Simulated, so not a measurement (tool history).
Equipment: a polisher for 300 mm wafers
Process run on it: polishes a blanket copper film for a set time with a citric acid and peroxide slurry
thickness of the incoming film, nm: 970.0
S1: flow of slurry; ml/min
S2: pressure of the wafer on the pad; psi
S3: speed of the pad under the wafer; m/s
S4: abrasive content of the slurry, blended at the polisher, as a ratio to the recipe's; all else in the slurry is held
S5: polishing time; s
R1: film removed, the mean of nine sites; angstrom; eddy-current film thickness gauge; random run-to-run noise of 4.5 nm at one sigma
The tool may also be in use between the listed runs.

Run 1, hour 0: S1 140 ml/min, S2 2.6 psi, S3 0.9 m/s, S4 1, S5 118 s. Result: R1 2405.4 angstrom.
Run 2, hour 6.3: S1 140 ml/min, S2 2.6 psi, S3 0.9 m/s, S4 0.9, S5 118 s. Result: R1 2317 angstrom.
Run 3, hour 10.1: S1 140 ml/min, S2 3.1 psi, S3 0.9 m/s, S4 0.9, S5 118 s. Result: R1 2781.5 angstrom.
Run 4, hour 18.9: S1 155 ml/min, S2 3.1 psi, S3 0.9 m/s, S4 0.9, S5 118 s. Result: R1 2870.8 angstrom.
Run 5, hour 27.2: S1 155 ml/min, S2 3.1 psi, S3 0.9 m/s, S4 1.1, S5 118 s. Result: R1 3023.3 angstrom.
Run 6, hour 33.2: S1 155 ml/min, S2 3.1 psi, S3 0.9 m/s, S4 0.9, S5 118 s. Result: R1 2787.8 angstrom.
Run 7, hour 38.1: S1 155 ml/min, S2 3.2 psi, S3 0.92 m/s, S4 0.9, S5 118 s. Result: R1 2983.5 angstrom.
Run 8, hour 39.2: S1 155 ml/min, S2 3.3 psi, S3 0.94 m/s, S4 0.9, S5 118 s. Result: R1 3175.6 angstrom.
Run 9, hour 42.1: S1 155 ml/min, S2 3.4 psi, S3 0.94 m/s, S4 0.9, S5 118 s. Result: R1 3263.4 angstrom.

Predict the results of run 10:
Run 10, hour 49.1: S1 155 ml/min, S2 3.5 psi, S3 0.94 m/s, S4 0.9, S5 118 s. Result: R1 ?.

R1: 3322.2 angstrom
